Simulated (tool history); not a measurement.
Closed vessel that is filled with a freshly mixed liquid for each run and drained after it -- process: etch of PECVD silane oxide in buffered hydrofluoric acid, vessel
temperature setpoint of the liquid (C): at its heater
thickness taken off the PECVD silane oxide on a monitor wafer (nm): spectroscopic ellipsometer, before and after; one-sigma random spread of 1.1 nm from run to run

run	hour	temperature setpoint of the liquid (C)	parts of 40 % ammonium fluoride to one part of 49 % hydrofluoric acid (parts by volume)	time in the liquid (s)	thickness taken off the PECVD silane oxide on a monitor wafer (nm)
1	0	23	11	90	197.01
2	7.3	25	10.5	90	231.02
3	14.7	28.5	10.5	90	278.67
4	22.9	26	10.5	90	242.79
5	32.2	26	10.5	90	244.57
6	36.8	27	10	90	270.63
7	42.1	28	9.5	90	294.2

Run 8 comes next. What will it give?
8	47.1	28.5	9.5	90	?

{"run 8": {"thickness taken off the PECVD silane oxide on a monitor wafer (nm)": 300.9}}
